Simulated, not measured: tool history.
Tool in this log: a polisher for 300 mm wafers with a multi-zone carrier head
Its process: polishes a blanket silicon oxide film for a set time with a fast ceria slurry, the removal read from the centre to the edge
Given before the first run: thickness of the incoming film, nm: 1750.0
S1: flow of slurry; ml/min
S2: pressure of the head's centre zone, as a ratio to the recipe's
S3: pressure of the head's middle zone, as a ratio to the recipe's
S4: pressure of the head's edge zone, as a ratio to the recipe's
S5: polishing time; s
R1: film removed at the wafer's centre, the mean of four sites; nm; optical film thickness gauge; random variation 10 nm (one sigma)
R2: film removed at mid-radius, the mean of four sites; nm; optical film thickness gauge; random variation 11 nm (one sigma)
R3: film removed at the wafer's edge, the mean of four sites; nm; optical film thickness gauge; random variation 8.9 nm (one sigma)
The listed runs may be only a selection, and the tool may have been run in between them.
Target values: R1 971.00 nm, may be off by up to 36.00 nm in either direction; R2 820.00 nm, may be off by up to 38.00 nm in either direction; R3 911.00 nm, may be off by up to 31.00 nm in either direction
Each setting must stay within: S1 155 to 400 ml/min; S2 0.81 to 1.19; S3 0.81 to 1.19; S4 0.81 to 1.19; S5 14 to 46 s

run	day	S1	S2	S3	S4	S5	R1	R2	R3
1	0.000	255	1.00	1.00	1.00	30	628.11	618.91	640.73
2	0.133	260	1.03	1.00	1.02	32	686.65	672.56	703.54
3	0.350	260	1.10	1.00	1.02	32	736.98	674.42	686.74
4	0.533	230	1.10	1.00	1.02	32	710.49	652.66	698.83
5	0.571	230	1.13	1.00	1.02	32	748.92	661.07	689.30
6	0.821	230	1.13	1.00	1.02	35	828.05	715.03	756.55
7	0.938	235	1.14	1.00	1.04	36	848.75	749.65	794.88
8	1.142	240	1.15	0.99	1.05	37	880.10	763.73	821.29
9	1.442	240	1.16	0.99	1.06	37	872.26	760.07	805.36
10	1.692	235	1.16	0.99	1.06	38	903.88	776.44	843.44
11	1.788	235	1.16	0.99	1.07	38	917.28	795.11	832.41
12	1.825	230	1.15	0.98	1.07	39	933.12	791.06	855.16
13	2.092	225	1.15	0.98	1.08	39	916.75	797.54	868.77

Pick the move, out of 4, that brings all results within their allowed miss; only one does.
A	2.358	225	1.10	0.93	1.07	38	?	?	?
B	2.358	230	1.11	1.02	1.19	38	?	?	?
C	2.358	215	1.19	1.09	1.05	37	?	?	?
D	2.358	170	1.12	0.93	1.00	44	?	?	?

move	R1	R2	R3
A	862.21	745.14	843.41
B	872.73	802.11	891.07
C	904.98	817.31	809.14
D	982.92	837.16	923.67
A: lands further from the targets than the last run did
B: lands further from the targets than the last run did
C: lands further from the targets than the last run did
D: in spec on every target
The right move is D.
